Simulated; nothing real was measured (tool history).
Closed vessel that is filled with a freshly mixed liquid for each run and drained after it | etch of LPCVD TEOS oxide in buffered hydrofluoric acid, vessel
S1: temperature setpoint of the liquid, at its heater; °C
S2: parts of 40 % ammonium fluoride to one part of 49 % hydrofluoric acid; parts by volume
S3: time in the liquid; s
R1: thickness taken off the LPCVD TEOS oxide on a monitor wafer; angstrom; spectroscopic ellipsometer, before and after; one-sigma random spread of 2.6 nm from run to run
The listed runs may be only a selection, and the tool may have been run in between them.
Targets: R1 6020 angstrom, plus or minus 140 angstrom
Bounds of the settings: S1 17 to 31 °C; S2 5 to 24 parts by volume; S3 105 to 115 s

run	hour	S1	S2	S3	R1
1	0	23	14.5	105	3520.8
2	0.9	20.5	14.5	105	3032.4
3	8.9	22.5	14.5	105	3393.2
4	12.4	24	14	105	3820.9
# hour 19.3: hydrofluoric acid flow meter replaced
5	19.3	24	14	105	4192.1
6	24.2	24.5	14	105	4283.6
7	29.6	28.5	14	105	5312.8
8	36.1	29	14	105	5482.8
9	36.7	29.5	14	105	5598.1
10	39.5	30	14	105	5747.8

Which one of the following 4 next-run settings gets every result inside its allowed miss? There is exactly one.
A	42.3	28	13.5	110	?
B	42.3	31	15.5	115	?
C	42.3	31	15.5	105	?
D	42.3	31	16.5	115	?

move	R1
A	5631.6
B	6023.7
C	5499.9
D	5665.5
A: the biggest miss grows against the last run
B: all results land within tolerance of their targets
C: the biggest miss grows against the last run
D: the biggest miss grows against the last run
Go with B: it meets all targets.
